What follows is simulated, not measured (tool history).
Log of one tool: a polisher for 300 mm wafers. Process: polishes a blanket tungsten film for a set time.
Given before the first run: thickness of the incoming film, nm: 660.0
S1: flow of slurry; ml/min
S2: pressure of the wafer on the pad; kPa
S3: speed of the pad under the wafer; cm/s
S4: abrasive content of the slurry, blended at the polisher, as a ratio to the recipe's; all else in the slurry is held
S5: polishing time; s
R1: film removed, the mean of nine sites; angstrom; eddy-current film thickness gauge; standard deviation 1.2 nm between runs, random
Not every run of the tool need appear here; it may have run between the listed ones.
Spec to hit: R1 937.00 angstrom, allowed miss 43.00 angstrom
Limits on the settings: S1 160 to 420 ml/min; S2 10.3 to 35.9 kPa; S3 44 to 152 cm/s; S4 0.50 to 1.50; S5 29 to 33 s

Run 1, hour 0.0: S1 270 ml/min, S2 22.8 kPa, S3 98 cm/s, S4 1.00, S5 33 s. Result: R1 1143.80 angstrom.
Run 2, hour 5.3: S1 270 ml/min, S2 22.1 kPa, S3 98 cm/s, S4 1.00, S5 33 s. Result: R1 1082.00 angstrom.
Run 3, hour 13.1: S1 270 ml/min, S2 22.1 kPa, S3 98 cm/s, S4 1.20, S5 33 s. Result: R1 1158.70 angstrom.
Run 4, hour 17.7: S1 270 ml/min, S2 21.4 kPa, S3 98 cm/s, S4 1.20, S5 33 s. Result: R1 1154.50 angstrom.
Run 5, hour 26.3: S1 270 ml/min, S2 21.4 kPa, S3 98 cm/s, S4 1.20, S5 33 s. Result: R1 1122.10 angstrom.
Run 6, hour 33.5: S1 330 ml/min, S2 21.4 kPa, S3 98 cm/s, S4 1.20, S5 33 s. Result: R1 1156.30 angstrom.
Run 7, hour 38.0: S1 325 ml/min, S2 15.9 kPa, S3 96 cm/s, S4 1.20, S5 33 s. Result: R1 821.62 angstrom.
Run 8, hour 46.7: S1 325 ml/min, S2 16.5 kPa, S3 96 cm/s, S4 1.20, S5 33 s. Result: R1 865.30 angstrom.

Next run, 5 choices. One meets every target within its allowed miss, the rest don't. Which?
Run A, hour 55.4: S1 325 ml/min, S2 15.9 kPa, S3 108 cm/s, S4 1.25, S5 33 s. Result: R1 ?.
Run B, hour 55.4: S1 380 ml/min, S2 17.2 kPa, S3 108 cm/s, S4 1.15, S5 33 s. Result: R1 ?.
Run C, hour 55.4: S1 350 ml/min, S2 21.4 kPa, S3 94 cm/s, S4 1.10, S5 33 s. Result: R1 ?.
Run D, hour 55.4: S1 350 ml/min, S2 22.8 kPa, S3 84 cm/s, S4 1.20, S5 33 s. Result: R1 ?.
Run E, hour 55.4: S1 270 ml/min, S2 22.1 kPa, S3 86 cm/s, S4 1.20, S5 33 s. Result: R1 ?.

move       R1
   A   940.47
   B  1002.80
   C  1061.30
   D  1040.70
   E  1015.90
A: every result within its allowed miss
B: takes the result that was furthest off past its target
C: takes the result that was furthest off past its target
D: takes the result that was furthest off past its target
E: takes the result that was furthest off past its target
Go with A: it meets all targets.
